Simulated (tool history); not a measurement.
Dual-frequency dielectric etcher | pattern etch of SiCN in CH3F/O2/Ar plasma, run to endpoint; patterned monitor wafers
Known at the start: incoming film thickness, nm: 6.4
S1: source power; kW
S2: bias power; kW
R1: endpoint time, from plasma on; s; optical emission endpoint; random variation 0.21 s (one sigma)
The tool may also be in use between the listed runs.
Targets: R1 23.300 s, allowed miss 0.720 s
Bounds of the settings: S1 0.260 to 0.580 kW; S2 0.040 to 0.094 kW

run	hour	S1	S2	R1
1	0.0	0.420	0.067	18.419
2	6.0	0.420	0.062	19.144
3	12.6	0.350	0.062	20.151
4	15.1	0.330	0.059	21.195
5	17.5	0.320	0.058	21.894
6	21.5	0.360	0.058	20.504
7	24.4	0.340	0.056	21.658
8	29.7	0.330	0.055	22.313
9	36.8	0.320	0.055	22.510
10	37.6	0.320	0.055	22.619

4 next moves are on the table. One of them brings every result within its allowed miss. Which?
A	38.4	0.290	0.055	?
B	38.4	0.300	0.062	?
C	38.4	0.340	0.058	?
D	38.4	0.340	0.057	?

move	R1
A	23.089
B	21.412
C	21.211
D	21.405
A: meets every target
B: further off than the last run
C: further off than the last run
D: further off than the last run
The right move is A.
